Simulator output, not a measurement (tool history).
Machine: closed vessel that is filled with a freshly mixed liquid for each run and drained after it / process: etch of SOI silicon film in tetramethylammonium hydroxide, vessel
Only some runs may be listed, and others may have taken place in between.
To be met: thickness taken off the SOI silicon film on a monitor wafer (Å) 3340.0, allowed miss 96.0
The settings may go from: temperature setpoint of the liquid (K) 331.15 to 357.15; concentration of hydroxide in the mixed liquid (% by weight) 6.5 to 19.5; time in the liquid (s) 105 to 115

run  hour  temperature setpoint of the liquid (K)  concentration of hydroxide in the mixed liquid (% by weight)  time in the liquid (s)  thickness taken off the SOI silicon film on a monitor wafer (Å)
  1   0.0                                  344.15                                                          13.0                     105                                                           7069.5
  2   6.0                                  339.15                                                          13.0                     105                                                           5270.0
  3   9.1                                  339.15                                                          13.0                     115                                                           5770.7
  4  11.9                                  337.15                                                          13.5                     115                                                           4941.5
  5  19.0                                  337.15                                                          13.5                     115                                                           4939.2
  6  26.0                                  335.65                                                          13.5                     115                                                           4586.5
  7  31.5                                  334.65                                                          13.5                     115                                                           4251.5
  8  34.7                                  333.65                                                          13.5                     115                                                           4039.4

Of the 4 settings listed for the next run, only one would bring every result within its allowed miss of target. Which one?
  A  37.9                                  336.15                                                          13.0                     115                                                                ?
  B  37.9                                  331.65                                                          15.5                     115                                                                ?
  C  37.9                                  340.15                                                          14.5                     110                                                                ?
  D  37.9                                  331.15                                                          16.0                     105                                                                ?

move  thickness taken off the SOI silicon film on a monitor wafer (Å)
   A                                                           4721.4
   B                                                           3284.4
   C                                                           5449.4
   D                                                           2874.3
A: further off than the last run
B: each result inside its tolerance
C: further off than the last run
D: moves the result that the last run missed by most past its target, out the other side
Answer: B

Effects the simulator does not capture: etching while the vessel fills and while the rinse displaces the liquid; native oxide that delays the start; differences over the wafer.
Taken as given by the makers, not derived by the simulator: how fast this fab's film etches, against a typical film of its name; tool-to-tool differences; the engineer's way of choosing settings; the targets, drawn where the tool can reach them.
